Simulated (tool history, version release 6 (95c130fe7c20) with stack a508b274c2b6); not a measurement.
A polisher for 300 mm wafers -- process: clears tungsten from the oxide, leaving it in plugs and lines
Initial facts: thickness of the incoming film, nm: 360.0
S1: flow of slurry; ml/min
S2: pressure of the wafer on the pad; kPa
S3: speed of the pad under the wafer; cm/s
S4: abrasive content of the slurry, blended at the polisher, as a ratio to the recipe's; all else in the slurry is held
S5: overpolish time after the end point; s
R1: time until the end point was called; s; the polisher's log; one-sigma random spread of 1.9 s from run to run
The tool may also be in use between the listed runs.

run 1 hour=0 | S1=305 S2=31 S3=104 S4=1 S5=50 | R1=62.438
run 2 hour=7.2 | S1=305 S2=34.5 S3=104 S4=1 S5=50 | R1=57.379
run 3 hour=14.2 | S1=305 S2=31.7 S3=98 S4=1 S5=50 | R1=64.748
run 4 hour=15.7 | S1=305 S2=29.6 S3=92 S4=1 S5=50 | R1=73.793
run 5 hour=20.3 | S1=305 S2=27.6 S3=88 S4=1 S5=50 | R1=81.615
run 6 hour=24.5 | S1=305 S2=26.2 S3=84 S4=1 S5=50 | R1=90.075
run 7 hour=27.6 | S1=305 S2=24.8 S3=82 S4=1 S5=50 | R1=95.664
run 8 hour=36.5 | S1=300 S2=15.9 S3=62 S4=0.95 S5=50 | R1=190.67
run 9 hour=39.2 | S1=300 S2=16.5 S3=62 S4=0.95 S5=50 | R1=182.68

Forecast run 10:
run 10 hour=42.8 | S1=300 S2=17.2 S3=62 S4=0.95 S5=50 | R1=?

{"run 10": {"R1": 177.15}}
